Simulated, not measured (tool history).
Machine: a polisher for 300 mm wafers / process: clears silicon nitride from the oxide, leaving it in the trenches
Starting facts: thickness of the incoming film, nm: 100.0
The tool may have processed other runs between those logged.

| run | hour | flow of slurry (ml/min) | pressure of the wafer on the pad (kPa) | speed of the pad under the wafer (m/s) | overpolish time after the end point (s) | time until the end point was called (s) |
|---|---|---|---|---|---|---|
| 1 | 0.0 | 200 | 20.7 | 1.06 | 4 | 104.990 |
| 2 | 3.6 | 200 | 20.0 | 1.06 | 4 | 110.430 |
| 3 | 8.1 | 200 | 20.0 | 1.18 | 4 | 99.680 |
| 4 | 12.0 | 200 | 19.3 | 1.18 | 4 | 103.750 |
| 5 | 19.5 | 200 | 18.6 | 1.18 | 4 | 110.750 |
| 6 | 21.7 | 200 | 18.6 | 1.34 | 4 | 99.126 |
| 7 | 28.5 | 200 | 13.1 | 1.30 | 4 | 141.140 |

What does the tool deliver on the next run?
|  | 35.5 | worn pad replaced by a new one |
| 8 | 35.5 | 200 | 13.8 | 1.30 | 4 | ? |

time until the end point was called (s): 114.480
